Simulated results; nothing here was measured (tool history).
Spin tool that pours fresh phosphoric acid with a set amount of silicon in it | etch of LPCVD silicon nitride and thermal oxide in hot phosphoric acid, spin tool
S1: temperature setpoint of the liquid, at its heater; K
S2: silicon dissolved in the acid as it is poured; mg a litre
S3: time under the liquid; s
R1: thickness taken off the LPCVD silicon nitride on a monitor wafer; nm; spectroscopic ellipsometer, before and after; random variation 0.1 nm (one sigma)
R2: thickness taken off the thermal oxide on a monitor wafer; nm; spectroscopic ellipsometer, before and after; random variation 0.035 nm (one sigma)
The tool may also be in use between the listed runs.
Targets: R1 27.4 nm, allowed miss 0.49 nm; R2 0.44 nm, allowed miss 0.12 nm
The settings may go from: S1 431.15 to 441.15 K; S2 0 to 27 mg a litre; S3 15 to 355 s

Run 1, hour 0: S1 436.15 K, S2 12 mg a litre, S3 180 s. Result: R1 18.808 nm, R2 0.48384 nm.
Run 2, hour 8.9: S1 437.15 K, S2 17 mg a litre, S3 195 s. Result: R1 21.172 nm, R2 0.50043 nm.
Run 3, hour 9.5: S1 437.15 K, S2 17 mg a litre, S3 135 s. Result: R1 14.57 nm, R2 0.3272 nm.
Run 4, hour 15.5: S1 437.65 K, S2 20.5 mg a litre, S3 170 s. Result: R1 18.78 nm, R2 0.36511 nm.
Run 5, hour 24.1: S1 438.65 K, S2 23 mg a litre, S3 185 s. Result: R1 20.975 nm, R2 0.38144 nm.
Run 6, hour 28.7: S1 439.15 K, S2 24.5 mg a litre, S3 195 s. Result: R1 22.411 nm, R2 0.39153 nm.
Run 7, hour 32.6: S1 439.65 K, S2 25.5 mg a litre, S3 205 s. Result: R1 24.052 nm, R2 0.42192 nm.
Run 8, hour 33.7: S1 440.15 K, S2 26 mg a litre, S3 210 s. Result: R1 25.092 nm, R2 0.48378 nm.
At hour 39: dissolved silicon flow meter replaced.
Run 9, hour 39: S1 439.65 K, S2 26.5 mg a litre, S3 215 s. Result: R1 25.177 nm, R2 0.53074 nm.
Run 10, hour 42.8: S1 440.15 K, S2 26.5 mg a litre, S3 215 s. Result: R1 25.775 nm, R2 0.47967 nm.
Run 11, hour 46.9: S1 440.65 K, S2 26.5 mg a litre, S3 215 s. Result: R1 25.944 nm, R2 0.51839 nm.

Which of these 5 next moves meets every target?
Run A, hour 51: S1 436.65 K, S2 27 mg a litre, S3 225 s. Result: R1 ?, R2 ?.
Run B, hour 51: S1 439.15 K, S2 22.5 mg a litre, S3 215 s. Result: R1 ?, R2 ?.
Run C, hour 51: S1 439.15 K, S2 21 mg a litre, S3 230 s. Result: R1 ?, R2 ?.
Run D, hour 51: S1 440.15 K, S2 27 mg a litre, S3 205 s. Result: R1 ?, R2 ?.
Run E, hour 51: S1 438.65 K, S2 27 mg a litre, S3 240 s. Result: R1 ?, R2 ?.

move      R1       R2
   A  23.867  0.36497
   B  24.759  0.48523
   C  26.487  0.54304
   D   24.39  0.42833
   E   27.19  0.45012
A: further off than the last run
B: further off than the last run
C: nearer than the last run, and not there yet
D: further off than the last run
E: meets every target
Answer: E

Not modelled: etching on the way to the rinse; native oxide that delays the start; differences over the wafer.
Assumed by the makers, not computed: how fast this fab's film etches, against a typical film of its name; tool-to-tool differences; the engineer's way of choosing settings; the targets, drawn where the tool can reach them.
